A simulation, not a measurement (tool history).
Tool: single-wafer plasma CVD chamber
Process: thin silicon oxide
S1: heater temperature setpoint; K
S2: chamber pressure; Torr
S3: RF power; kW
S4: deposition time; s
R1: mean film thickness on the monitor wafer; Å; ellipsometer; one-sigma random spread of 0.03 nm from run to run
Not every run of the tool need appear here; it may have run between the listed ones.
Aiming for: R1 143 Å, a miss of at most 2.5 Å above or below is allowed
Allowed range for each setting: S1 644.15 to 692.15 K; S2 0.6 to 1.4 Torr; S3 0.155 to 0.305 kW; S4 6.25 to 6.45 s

| run | hour | S1 | S2 | S3 | S4 | R1 |
|---|---|---|---|---|---|---|
| 1 | 0 | 668.15 | 1 | 0.23 | 6.25 | 126.63 |
| 2 | 6.9 | 668.15 | 0.86 | 0.23 | 6.25 | 110.16 |
| 3 | 15.8 | 675.15 | 0.86 | 0.23 | 6.25 | 109.29 |
| 4 | 20.8 | 675.15 | 0.89 | 0.23 | 6.25 | 113.23 |
| 5 | 29.5 | 667.15 | 0.89 | 0.23 | 6.25 | 113.56 |
| 6 | 35.8 | 667.15 | 0.92 | 0.23 | 6.25 | 117.77 |
| 7 | 39.6 | 667.15 | 0.94 | 0.23 | 6.25 | 120.32 |
| 8 | 47 | 667.15 | 0.96 | 0.23 | 6.25 | 123.19 |

Which one of the following 5 next-run settings gets every result inside its allowed miss? There is exactly one.
| A | 54.4 | 669.15 | 0.86 | 0.205 | 6.25 | ? |
| B | 54.4 | 660.15 | 1.03 | 0.195 | 6.45 | ? |
| C | 54.4 | 676.15 | 0.78 | 0.265 | 6.25 | ? |
| D | 54.4 | 661.15 | 1.07 | 0.23 | 6.38 | ? |
| E | 54.4 | 670.15 | 1.06 | 0.25 | 6.45 | ? |

| move | R1 |
|---|---|
| A | 104.45 |
| B | 125.74 |
| C | 103.7 |
| D | 137.81 |
| E | 142.48 |
A: lands further from the targets than the last run did
B: nearer than the last run, and not there yet
C: lands further from the targets than the last run did
D: nearer than the last run, and not there yet
E: all results in spec
Answer: E

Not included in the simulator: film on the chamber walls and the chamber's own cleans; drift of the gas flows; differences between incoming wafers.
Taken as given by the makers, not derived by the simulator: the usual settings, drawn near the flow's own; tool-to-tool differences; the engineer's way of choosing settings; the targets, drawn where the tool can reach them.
